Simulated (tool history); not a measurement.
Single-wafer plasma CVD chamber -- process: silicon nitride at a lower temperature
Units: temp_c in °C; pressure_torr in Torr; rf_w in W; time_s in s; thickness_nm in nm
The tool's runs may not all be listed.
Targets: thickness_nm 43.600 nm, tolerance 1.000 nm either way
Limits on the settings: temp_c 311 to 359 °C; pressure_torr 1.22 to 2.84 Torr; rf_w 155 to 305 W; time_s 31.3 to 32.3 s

{"run": 1, "hour": 0.0, "temp_c": 335, "pressure_torr": 2.03, "rf_w": 230, "time_s": 31.3, "thickness_nm": 34.323}
{"run": 2, "hour": 9.0, "temp_c": 335, "pressure_torr": 2.14, "rf_w": 240, "time_s": 31.4, "thickness_nm": 36.164}
{"run": 3, "hour": 15.9, "temp_c": 335, "pressure_torr": 2.24, "rf_w": 250, "time_s": 31.5, "thickness_nm": 37.561}
{"run": 4, "hour": 19.8, "temp_c": 335, "pressure_torr": 2.24, "rf_w": 275, "time_s": 31.5, "thickness_nm": 40.619}
{"run": 5, "hour": 21.3, "temp_c": 335, "pressure_torr": 2.31, "rf_w": 275, "time_s": 31.5, "thickness_nm": 40.825}
{"run": 6, "hour": 27.7, "temp_c": 335, "pressure_torr": 2.37, "rf_w": 280, "time_s": 31.5, "thickness_nm": 41.34}
{"run": 7, "hour": 34.7, "temp_c": 335, "pressure_torr": 2.39, "rf_w": 285, "time_s": 31.5, "thickness_nm": 42.17}
{"run": 8, "hour": 35.4, "temp_c": 335, "pressure_torr": 2.41, "rf_w": 285, "time_s": 31.5, "thickness_nm": 42.131}
{"run": 9, "hour": 39.4, "temp_c": 335, "pressure_torr": 2.43, "rf_w": 285, "time_s": 31.5, "thickness_nm": 42.224}
{"run": 10, "hour": 46.2, "temp_c": 335, "pressure_torr": 2.45, "rf_w": 285, "time_s": 31.5, "thickness_nm": 42.485}
{"run": 11, "hour": 54.1, "temp_c": 335, "pressure_torr": 2.47, "rf_w": 285, "time_s": 31.5, "thickness_nm": 42.696}

Of the 5 settings listed for the next run, only one would bring every result within its allowed miss of target. Which one?
{"run": "A", "hour": 62.0, "temp_c": 334, "pressure_torr": 2.57, "rf_w": 270, "time_s": 31.8, "thickness_nm": "?"}
{"run": "B", "hour": 62.0, "temp_c": 345, "pressure_torr": 2.41, "rf_w": 285, "time_s": 31.3, "thickness_nm": "?"}
{"run": "C", "hour": 62.0, "temp_c": 330, "pressure_torr": 2.26, "rf_w": 290, "time_s": 32.3, "thickness_nm": "?"}
{"run": "D", "hour": 62.0, "temp_c": 335, "pressure_torr": 2.28, "rf_w": 285, "time_s": 31.3, "thickness_nm": "?"}
{"run": "E", "hour": 62.0, "temp_c": 343, "pressure_torr": 2.69, "rf_w": 275, "time_s": 31.3, "thickness_nm": "?"}

move=A thickness_nm=42.189
move=B thickness_nm=42.234
move=C thickness_nm=43.565
move=D thickness_nm=41.737
move=E thickness_nm=42.435
A: the biggest miss grows against the last run
B: the biggest miss grows against the last run
C: all results in spec
D: the biggest miss grows against the last run
E: the biggest miss grows against the last run
The move that meets every target is C.
